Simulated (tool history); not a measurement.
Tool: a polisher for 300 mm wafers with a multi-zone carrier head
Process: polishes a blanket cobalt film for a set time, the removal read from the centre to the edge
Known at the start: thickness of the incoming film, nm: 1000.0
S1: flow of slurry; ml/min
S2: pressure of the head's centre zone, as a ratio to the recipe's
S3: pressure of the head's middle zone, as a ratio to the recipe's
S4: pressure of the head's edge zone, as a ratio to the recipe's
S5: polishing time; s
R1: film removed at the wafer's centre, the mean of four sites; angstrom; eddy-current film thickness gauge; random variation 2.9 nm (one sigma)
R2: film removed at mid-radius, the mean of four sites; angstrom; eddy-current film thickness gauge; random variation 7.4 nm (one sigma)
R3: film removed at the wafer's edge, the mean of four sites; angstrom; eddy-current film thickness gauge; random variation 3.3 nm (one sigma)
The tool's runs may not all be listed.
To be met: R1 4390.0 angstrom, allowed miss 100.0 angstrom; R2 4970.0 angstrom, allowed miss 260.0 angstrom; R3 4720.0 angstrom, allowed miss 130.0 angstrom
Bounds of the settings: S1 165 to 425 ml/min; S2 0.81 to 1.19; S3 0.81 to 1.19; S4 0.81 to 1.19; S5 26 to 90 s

run,day,S1,S2,S3,S4,S5,R1,R2,R3
1,0.000,275,1.00,1.00,1.00,58,3580.0,3538.6,3465.1
2,0.096,300,1.00,1.00,1.00,58,3608.4,3531.2,3490.0
3,0.362,300,1.00,0.93,1.00,58,3634.8,3360.0,3511.3
4,0.421,300,1.00,0.95,1.01,59,3683.6,3515.4,3581.9
5,0.758,300,1.00,0.95,1.01,66,4131.3,3913.7,3980.1
6,0.825,300,1.00,1.00,1.01,66,4096.9,4046.7,3983.9
7,0.862,300,1.00,1.01,1.03,67,4184.0,4138.6,4107.9
8,1.012,300,1.00,1.03,1.04,67,4200.8,4353.6,4069.6
9,1.288,300,0.99,1.03,1.05,68,4199.5,4429.6,4207.5
10,1.579,355,0.99,1.11,1.15,70,4371.2,4862.9,4622.3
11,1.858,360,0.99,1.12,1.16,70,4408.5,4751.0,4615.0

Which of these 4 next moves meets every target?
A,2.138,380,1.03,1.01,1.19,69,?,?,?
B,2.138,425,0.96,1.12,1.19,70,?,?,?
C,2.138,365,0.95,1.13,1.08,70,?,?,?
D,2.138,375,1.01,0.97,1.19,68,?,?,?

move,R1,R2,R3
A,4507.2,4438.1,4657.6
B,4346.4,4945.7,4747.6
C,4256.2,4928.8,4478.0
D,4361.7,4227.7,4588.9
A: further off than the last run
B: meets every target
C: brings the result that was furthest off to its target, and leaves another outside
D: further off than the last run
Answer: B

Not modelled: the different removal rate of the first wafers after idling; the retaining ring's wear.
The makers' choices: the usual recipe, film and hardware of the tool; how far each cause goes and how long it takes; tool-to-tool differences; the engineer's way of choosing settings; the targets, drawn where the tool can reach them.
